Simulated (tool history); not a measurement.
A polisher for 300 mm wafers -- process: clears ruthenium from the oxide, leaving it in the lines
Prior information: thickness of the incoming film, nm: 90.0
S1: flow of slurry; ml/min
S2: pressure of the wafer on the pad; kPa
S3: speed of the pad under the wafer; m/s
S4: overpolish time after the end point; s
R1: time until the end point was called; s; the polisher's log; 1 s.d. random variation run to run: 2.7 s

Run 1, hour 0.0: S1 275 ml/min, S2 15.9 kPa, S3 0.84 m/s, S4 30 s. Result: R1 87.458 s.
Run 2, hour 4.7: S1 275 ml/min, S2 15.9 kPa, S3 0.96 m/s, S4 30 s. Result: R1 80.114 s.
Run 3, hour 5.5: S1 275 ml/min, S2 13.1 kPa, S3 0.96 m/s, S4 30 s. Result: R1 86.429 s.
Run 4, hour 14.3: S1 275 ml/min, S2 13.1 kPa, S3 0.96 m/s, S4 30 s. Result: R1 89.966 s.
Run 5, hour 19.4: S1 275 ml/min, S2 13.1 kPa, S3 0.88 m/s, S4 30 s. Result: R1 95.842 s.
Run 6, hour 25.1: S1 275 ml/min, S2 16.5 kPa, S3 0.88 m/s, S4 30 s. Result: R1 80.222 s.
Run 7, hour 32.7: S1 275 ml/min, S2 14.5 kPa, S3 0.84 m/s, S4 30 s. Result: R1 92.332 s.
Run 8, hour 36.9: S1 275 ml/min, S2 12.4 kPa, S3 0.80 m/s, S4 30 s. Result: R1 104.030 s.
Run 9, hour 39.7: S1 275 ml/min, S2 11.0 kPa, S3 0.76 m/s, S4 30 s. Result: R1 115.480 s.

What does the tool deliver on the next run?
Run 10, hour 47.3: S1 275 ml/min, S2 10.3 kPa, S3 0.74 m/s, S4 30 s. Result: R1 ?.

{"run 10": {"R1": 120.0}}
